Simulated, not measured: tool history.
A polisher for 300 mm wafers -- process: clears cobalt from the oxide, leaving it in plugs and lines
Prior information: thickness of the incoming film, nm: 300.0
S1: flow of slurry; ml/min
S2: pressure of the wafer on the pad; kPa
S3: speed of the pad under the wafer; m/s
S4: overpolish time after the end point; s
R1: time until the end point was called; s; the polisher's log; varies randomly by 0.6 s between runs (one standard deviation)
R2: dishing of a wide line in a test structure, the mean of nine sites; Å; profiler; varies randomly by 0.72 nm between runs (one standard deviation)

run  hour   S1    S2    S3  S4       R1      R2
  1   0.0  160  11.0  0.76  15  119.000  295.81
  2   5.4  160  11.0  0.92  15  101.020  344.10
  3   8.2  135  11.0  0.92  15  103.250  341.59
  4  14.7  175  11.0  0.92  15   97.187  350.79
  5  16.8  175  11.7  0.92  15   93.373  355.17
  6  18.0  175  12.4  0.92  16   89.267  402.99

For run 7, what comes out?
  7  24.5  180  13.1  0.92  16   ?   ?

Logged for run 7: R1 82.383 s, R2 409.63 Å.
